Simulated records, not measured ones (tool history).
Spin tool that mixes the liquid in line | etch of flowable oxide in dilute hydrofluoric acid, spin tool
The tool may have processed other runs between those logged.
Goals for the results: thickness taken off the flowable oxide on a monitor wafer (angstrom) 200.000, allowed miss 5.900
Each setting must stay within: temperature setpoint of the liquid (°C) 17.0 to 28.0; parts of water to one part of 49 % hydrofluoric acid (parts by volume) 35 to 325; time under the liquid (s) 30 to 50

run  hour  temperature setpoint of the liquid (°C)  parts of water to one part of 49 % hydrofluoric acid (parts by volume)  time under the liquid (s)  thickness taken off the flowable oxide on a monitor wafer (angstrom)
  1   0.0                                     20.0                                                                     180                         50                                                                66.165
  2   7.1                                     20.0                                                                     210                         50                                                                54.748
  3   9.2                                     22.0                                                                     165                         50                                                                78.648
  4  11.0                                     23.5                                                                     135                         50                                                               105.410
  5  12.0                                     24.5                                                                     115                         50                                                               132.900
  6  18.6                                     24.5                                                                     115                         50                                                               133.540
     23.0  -- thermometer replaced
  7  23.0                                     25.5                                                                     105                         50                                                               163.100
  8  27.6                                     26.0                                                                     105                         50                                                               166.280
  9  32.5                                     26.5                                                                     105                         50                                                               169.560
 10  38.3                                     28.0                                                                      85                         50                                                               229.570
 11  46.2                                     27.5                                                                      85                         50                                                               225.860
 12  51.3                                     27.0                                                                      85                         50                                                               220.060

Exactly one of the 4 candidate moves below puts every result within its allowed miss. Which one?
  A  56.4                                     26.5                                                                      85                         50                                                                     ?
  B  56.4                                     28.0                                                                      85                         50                                                                     ?
  C  56.4                                     27.5                                                                      95                         50                                                                     ?
  D  56.4                                     25.0                                                                      80                         50                                                                     ?

move  thickness taken off the flowable oxide on a monitor wafer (angstrom)
   A                                                               213.800
   B                                                               226.660
   C                                                               196.230
   D                                                               215.500
A: moves toward the targets from the last run without getting all of them in spec
B: misses by more than the last run did
C: every result within its allowed miss
D: moves toward the targets from the last run without getting all of them in spec
Answer: C
